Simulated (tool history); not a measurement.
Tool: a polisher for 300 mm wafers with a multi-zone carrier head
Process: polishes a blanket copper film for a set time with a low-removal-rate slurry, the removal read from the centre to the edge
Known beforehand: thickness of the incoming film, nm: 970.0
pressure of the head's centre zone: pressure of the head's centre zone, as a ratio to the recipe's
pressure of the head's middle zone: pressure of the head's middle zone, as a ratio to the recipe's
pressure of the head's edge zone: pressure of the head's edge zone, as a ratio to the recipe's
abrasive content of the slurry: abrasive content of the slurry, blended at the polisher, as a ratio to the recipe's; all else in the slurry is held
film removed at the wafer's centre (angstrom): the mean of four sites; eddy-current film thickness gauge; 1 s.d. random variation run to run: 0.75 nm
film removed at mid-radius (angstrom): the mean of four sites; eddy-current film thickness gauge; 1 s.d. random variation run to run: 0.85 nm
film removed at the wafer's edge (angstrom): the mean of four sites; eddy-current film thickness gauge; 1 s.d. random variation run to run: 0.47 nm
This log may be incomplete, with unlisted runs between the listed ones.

| run | hour | flow of slurry (ml/min) | pressure of the head's centre zone | pressure of the head's middle zone | pressure of the head's edge zone | abrasive content of the slurry | polishing time (s) | film removed at the wafer's centre (angstrom) | film removed at mid-radius (angstrom) | film removed at the wafer's edge (angstrom) |
|---|---|---|---|---|---|---|---|---|---|---|
| 1 | 0 | 290 | 1 | 1 | 1 | 1 | 38 | 1093.2 | 1099.3 | 1068.7 |
| 2 | 4.8 | 290 | 1 | 1 | 1 | 1 | 45 | 1291.4 | 1278 | 1270 |
| 3 | 10.9 | 290 | 1 | 1 | 1 | 1.15 | 45 | 1323.4 | 1308 | 1287.4 |
| 4 | 14.4 | 285 | 0.99 | 0.97 | 0.98 | 1.05 | 41 | 1156.7 | 1132.5 | 1139.7 |
| 5 | 19.7 | 280 | 0.99 | 0.95 | 0.96 | 1 | 38 | 1088.9 | 1048.5 | 1045.3 |
| 6 | 21.3 | 275 | 0.98 | 0.93 | 0.95 | 0.95 | 36 | 1008.1 | 929.6 | 971.54 |
| 7 | 30 | 270 | 0.97 | 0.93 | 0.93 | 0.9 | 34 | 927.49 | 891.3 | 888.28 |
| 8 | 32.3 | 265 | 0.96 | 0.91 | 0.92 | 0.85 | 33 | 876.36 | 824.49 | 860.14 |
| 9 | 34.9 | 265 | 0.95 | 0.9 | 0.91 | 0.8 | 32 | 825.44 | 797.18 | 819.78 |
| 10 | 42.5 | 260 | 0.95 | 0.89 | 0.9 | 0.75 | 32 | 815.02 | 777.39 | 790.09 |
| 11 | 45.7 | 255 | 0.95 | 0.88 | 0.9 | 0.7 | 32 | 811.32 | 751.67 | 798.85 |
| 12 | 48.1 | 255 | 0.94 | 0.87 | 0.89 | 0.65 | 32 | 781.31 | 740.53 | 774.09 |
| 13 | 55.2 | 250 | 0.94 | 0.86 | 0.88 | 0.65 | 32 | 782.34 | 739.97 | 778.49 |
| 14 | 57.5 | 250 | 0.94 | 0.82 | 0.85 | 0.5 | 28 | 646.3 | 594.92 | 632.35 |
| 15 | 62.4 | 250 | 0.94 | 0.83 | 0.86 | 0.5 | 28 | 653.02 | 576.82 | 636.94 |
| 16 | 70.3 | 250 | 0.94 | 0.84 | 0.87 | 0.5 | 28 | 655.94 | 589.64 | 637.3 |
| 17 | 71.7 | 295 | 0.95 | 0.87 | 0.97 | 0.6 | 28 | 695.31 | 644.55 | 712.84 |
| 18 | 73.1 | 295 | 0.95 | 0.87 | 0.96 | 0.6 | 28 | 684.06 | 648.33 | 699.98 |

Forecast run 19:
| 19 | 76.1 | 295 | 0.96 | 0.87 | 0.95 | 0.6 | 28 | ? | ? | ? |

Run 19 came out at film removed at the wafer's centre (angstrom) 711.05, film removed at mid-radius (angstrom) 648.45, film removed at the wafer's edge (angstrom) 694.8.
